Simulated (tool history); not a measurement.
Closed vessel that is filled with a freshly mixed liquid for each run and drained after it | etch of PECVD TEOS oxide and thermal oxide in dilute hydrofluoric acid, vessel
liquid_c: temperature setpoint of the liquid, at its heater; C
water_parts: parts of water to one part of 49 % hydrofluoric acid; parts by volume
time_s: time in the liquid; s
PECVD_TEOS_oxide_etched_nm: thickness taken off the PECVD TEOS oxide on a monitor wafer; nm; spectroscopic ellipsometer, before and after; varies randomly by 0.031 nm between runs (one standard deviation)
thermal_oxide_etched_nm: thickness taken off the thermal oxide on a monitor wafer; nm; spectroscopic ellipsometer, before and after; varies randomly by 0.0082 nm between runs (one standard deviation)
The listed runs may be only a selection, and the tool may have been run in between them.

run,hour,liquid_c,water_parts,time_s,PECVD_TEOS_oxide_etched_nm,thermal_oxide_etched_nm
1,0.0,25.0,190,190,12.0180,4.2921
2,6.5,22.0,190,190,10.8840,3.9110
3,12.5,21.0,215,185,8.8184,3.1404
4,13.3,18.5,215,185,7.9786,2.8528
5,15.5,18.0,235,180,6.7486,2.4836
6,16.3,19.5,235,180,7.2673,2.5775

Forecast run 7:
7,20.8,19.0,250,175,?,?

{"run 7": {"PECVD_TEOS_oxide_etched_nm": 6.3885, "thermal_oxide_etched_nm": 2.2987}}
